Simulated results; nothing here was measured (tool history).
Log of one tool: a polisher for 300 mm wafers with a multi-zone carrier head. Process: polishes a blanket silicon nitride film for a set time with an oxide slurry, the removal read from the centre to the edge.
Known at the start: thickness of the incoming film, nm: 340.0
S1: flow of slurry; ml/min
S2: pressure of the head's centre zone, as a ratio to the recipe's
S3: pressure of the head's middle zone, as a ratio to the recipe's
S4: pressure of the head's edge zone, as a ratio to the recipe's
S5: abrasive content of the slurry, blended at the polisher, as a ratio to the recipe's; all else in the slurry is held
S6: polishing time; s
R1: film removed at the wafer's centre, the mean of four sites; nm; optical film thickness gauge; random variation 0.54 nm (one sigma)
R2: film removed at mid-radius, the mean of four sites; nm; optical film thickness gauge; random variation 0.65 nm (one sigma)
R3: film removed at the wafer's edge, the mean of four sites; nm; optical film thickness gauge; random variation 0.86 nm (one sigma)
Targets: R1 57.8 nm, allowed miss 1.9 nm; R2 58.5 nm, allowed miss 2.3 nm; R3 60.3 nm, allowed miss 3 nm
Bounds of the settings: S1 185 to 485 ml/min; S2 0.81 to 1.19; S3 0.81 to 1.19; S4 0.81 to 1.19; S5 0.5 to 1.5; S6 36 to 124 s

run 1 day=0 | S1=310 S2=1 S3=1 S4=1 S5=1 S6=79 | R1=46.666 R2=47.581 R3=47.381
run 2 day=0.054 | S1=310 S2=1.01 S3=1.01 S4=1.02 S5=1.05 S6=79 | R1=48.14 R2=48.624 R3=46.38
run 3 day=0.146 | S1=310 S2=1 S3=0.99 S4=1.02 S5=1.1 S6=80 | R1=48.979 R2=49.132 R3=49.318
run 4 day=0.279 | S1=385 S2=1 S3=0.99 S4=1.02 S5=1.1 S6=80 | R1=50.431 R2=52.544 R3=49.333
run 5 day=0.433 | S1=385 S2=1 S3=0.99 S4=1.02 S5=0.95 S6=80 | R1=47.025 R2=47.659 R3=46.812
run 6 day=0.546 | S1=370 S2=0.99 S3=0.98 S4=1.02 S5=1 S6=81 | R1=49.062 R2=48.839 R3=48.292
run 7 day=0.867 | S1=370 S2=0.99 S3=0.98 S4=1.02 S5=1 S6=81 | R1=48.549 R2=49.419 R3=47.733
run 8 day=0.975 | S1=345 S2=0.99 S3=0.98 S4=1.03 S5=1.05 S6=82 | R1=50.259 R2=51.339 R3=49.058
run 9 day=1.033 | S1=345 S2=0.99 S3=0.98 S4=1.03 S5=1.05 S6=82 | R1=49.599 R2=50.012 R3=48.993
run 10 day=1.233 | S1=325 S2=0.98 S3=0.97 S4=1.02 S5=1.1 S6=83 | R1=51.221 R2=50.563 R3=50.583
run 11 day=1.321 | S1=315 S2=0.96 S3=0.97 S4=1.02 S5=1.15 S6=84 | R1=51.242 R2=52.211 R3=52.966
run 12 day=1.675 | S1=315 S2=0.96 S3=0.97 S4=1.02 S5=1.2 S6=84 | R1=51.36 R2=53.817 R3=53.734
run 13 day=1.908 | S1=310 S2=0.96 S3=0.96 S4=1.02 S5=1.25 S6=84 | R1=52.855 R2=54.988 R3=54.668
run 14 day=1.975 | S1=305 S2=0.96 S3=0.95 S4=1.02 S5=1.3 S6=84 | R1=53.765 R2=54.488 R3=55.997
run 15 day=2.167 | S1=310 S2=0.96 S3=0.95 S4=1.03 S5=1.4 S6=84 | R1=55.531 R2=56.846 R3=57.226

5 next moves are on the table. One of them brings every result within its allowed miss. Which?
run A day=2.358 | S1=305 S2=1.12 S3=1.06 S4=1.04 S5=1.45 S6=79 | R1=? R2=? R3=?
run B day=2.358 | S1=195 S2=0.94 S3=0.86 S4=0.97 S5=1.15 S6=101 | R1=? R2=? R3=?
run C day=2.358 | S1=285 S2=0.96 S3=0.94 S4=1.03 S5=1.25 S6=93 | R1=? R2=? R3=?
run D day=2.358 | S1=315 S2=0.91 S3=1.03 S4=1.05 S5=1.4 S6=85 | R1=? R2=? R3=?
run E day=2.358 | S1=360 S2=0.94 S3=0.96 S4=1.03 S5=1.35 S6=85 | R1=? R2=? R3=?

move=A R1=61.773 R2=58.467 R3=54.708
move=B R1=56.368 R2=54.088 R3=59.144
move=C R1=58.335 R2=58.513 R3=60.356
move=D R1=53.416 R2=60.902 R3=58.561
move=E R1=55.178 R2=57.384 R3=57.833
A: takes the result that was furthest off past its target
B: brings the result that was furthest off to its target, and leaves another outside
C: meets every target
D: further off than the last run
E: further off than the last run
The right move is C.
